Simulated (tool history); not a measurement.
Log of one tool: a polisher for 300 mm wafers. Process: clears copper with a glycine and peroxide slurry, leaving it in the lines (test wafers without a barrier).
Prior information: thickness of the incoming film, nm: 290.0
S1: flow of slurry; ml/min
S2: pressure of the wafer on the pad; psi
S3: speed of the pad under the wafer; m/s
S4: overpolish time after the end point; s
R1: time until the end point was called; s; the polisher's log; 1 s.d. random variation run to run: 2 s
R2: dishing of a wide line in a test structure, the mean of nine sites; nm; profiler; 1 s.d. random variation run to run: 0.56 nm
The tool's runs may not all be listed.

run,hour,S1,S2,S3,S4,R1,R2
1,0,220,1.7,0.92,21,73.049,29.923
2,4,190,1.7,0.92,21,74.689,30.061
3,12.4,190,1.6,0.9,20,76.801,29.678
4,20.6,190,1.5,0.9,20,80.332,28.662
5,24.2,220,1.5,0.9,20,81.185,28.604
6,26.8,220,1.5,0.9,24,76.996,31.817

Expected results for the next run?
7,32.6,215,1,0.84,14,?,?

{"run 7": {"R1": 107.7, "R2": 20.164}}

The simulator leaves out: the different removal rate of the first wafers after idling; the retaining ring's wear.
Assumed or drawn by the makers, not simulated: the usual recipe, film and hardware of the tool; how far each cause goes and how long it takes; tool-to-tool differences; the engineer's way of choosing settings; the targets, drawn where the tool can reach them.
